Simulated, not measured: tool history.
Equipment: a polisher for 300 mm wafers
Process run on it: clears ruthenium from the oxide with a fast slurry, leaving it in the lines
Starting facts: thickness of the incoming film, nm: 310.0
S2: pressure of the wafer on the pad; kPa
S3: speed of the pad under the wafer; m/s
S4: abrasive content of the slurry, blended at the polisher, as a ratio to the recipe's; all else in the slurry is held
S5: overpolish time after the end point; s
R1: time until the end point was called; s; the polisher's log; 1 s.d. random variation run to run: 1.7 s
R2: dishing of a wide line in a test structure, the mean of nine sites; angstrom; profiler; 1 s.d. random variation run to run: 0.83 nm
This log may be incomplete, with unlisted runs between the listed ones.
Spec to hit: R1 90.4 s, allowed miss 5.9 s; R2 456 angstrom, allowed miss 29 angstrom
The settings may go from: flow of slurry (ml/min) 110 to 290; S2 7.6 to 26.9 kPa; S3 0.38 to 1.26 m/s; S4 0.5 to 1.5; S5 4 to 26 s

run 1 hour=0 | flow_of_slurry_(ml/min)=185 S2=17.2 S3=0.82 S4=1 S5=13 | R1=109.69 R2=288.97
run 2 hour=2.5 | flow_of_slurry_(ml/min)=155 S2=17.2 S3=0.82 S4=1 S5=13 | R1=118.54 R2=288.23
run 3 hour=7.5 | flow_of_slurry_(ml/min)=160 S2=18.6 S3=0.82 S4=1 S5=14 | R1=109.94 R2=323.73
run 4 hour=12.8 | flow_of_slurry_(ml/min)=185 S2=18.6 S3=0.82 S4=1 S5=14 | R1=106.07 R2=327.8
run 5 hour=16.7 | flow_of_slurry_(ml/min)=185 S2=18.6 S3=0.82 S4=1.1 S5=14 | R1=98.019 R2=335.26
run 6 hour=20.9 | flow_of_slurry_(ml/min)=185 S2=14.5 S3=0.82 S4=1.1 S5=14 | R1=128.14 R2=283.74
run 7 hour=29.3 | flow_of_slurry_(ml/min)=185 S2=15.9 S3=0.84 S4=1.1 S5=15 | R1=116.37 R2=329.43
run 8 hour=32.7 | flow_of_slurry_(ml/min)=190 S2=17.2 S3=0.84 S4=1.1 S5=16 | R1=104.64 R2=373.25

Next run, 4 choices. One meets every target within its allowed miss, the rest don't. Which?
run A hour=36.1 | flow_of_slurry_(ml/min)=185 S2=18.6 S3=0.94 S4=1.1 S5=17 | R1=? R2=?
run B hour=36.1 | flow_of_slurry_(ml/min)=205 S2=17.9 S3=0.9 S4=0.95 S5=15 | R1=? R2=?
run C hour=36.1 | flow_of_slurry_(ml/min)=215 S2=17.2 S3=0.96 S4=1.1 S5=21 | R1=? R2=?
run D hour=36.1 | flow_of_slurry_(ml/min)=165 S2=23.4 S3=0.8 S4=1.3 S5=19 | R1=? R2=?

move=A R1=87.017 R2=469.36
move=B R1=99.23 R2=373.38
move=C R1=89.965 R2=547.67
move=D R1=77.227 R2=572.77
A: every result within its allowed miss
B: roughly where the last run was
C: takes the result that was furthest off past its target
D: takes the result that was furthest off past its target
A meets every target.

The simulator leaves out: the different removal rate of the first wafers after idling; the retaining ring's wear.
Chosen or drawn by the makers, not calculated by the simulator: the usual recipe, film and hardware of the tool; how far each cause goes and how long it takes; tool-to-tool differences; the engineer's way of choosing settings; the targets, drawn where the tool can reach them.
